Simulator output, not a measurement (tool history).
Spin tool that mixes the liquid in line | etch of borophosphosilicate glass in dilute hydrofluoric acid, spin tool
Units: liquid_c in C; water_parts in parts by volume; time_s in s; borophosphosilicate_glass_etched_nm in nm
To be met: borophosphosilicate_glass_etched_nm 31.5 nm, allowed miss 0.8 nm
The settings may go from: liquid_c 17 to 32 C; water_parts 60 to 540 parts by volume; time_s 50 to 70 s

run,hour,liquid_c,water_parts,time_s,borophosphosilicate_glass_etched_nm
1,0,24,300,70,8.1482
2,8,24,300,70,8.1263
3,8.6,24,400,70,5.6327
4,15.8,26,305,70,8.4032
5,23,27.5,235,70,12.463
6,31,28.5,185,70,17.596
7,33.5,29.5,160,70,21.46
8,40.4,30,145,70,24.718
9,48.6,30.5,140,70,26.302
10,54.3,32,105,70,38.533
11,57.7,31.5,105,70,38.348
12,58.4,31,105,70,37.133
13,61.7,30,105,70,35.779
# hour 62.8: thermometer replaced
14,62.8,28.5,105,70,36.595
15,68.4,28.5,110,70,34.931
16,76,28.5,115,70,33.104

Which of these 5 next moves meets every target?
A,83.6,32,135,70,?
B,83.6,28,105,70,?
C,83.6,27,100,65,?
D,83.6,28.5,110,70,?
E,83.6,28,110,70,?

move,borophosphosilicate_glass_etched_nm
A,30.843
B,35.656
C,33.681
D,34.454
E,33.809
A: meets every target
B: further off than the last run
C: further off than the last run
D: further off than the last run
E: further off than the last run
The right move is A.
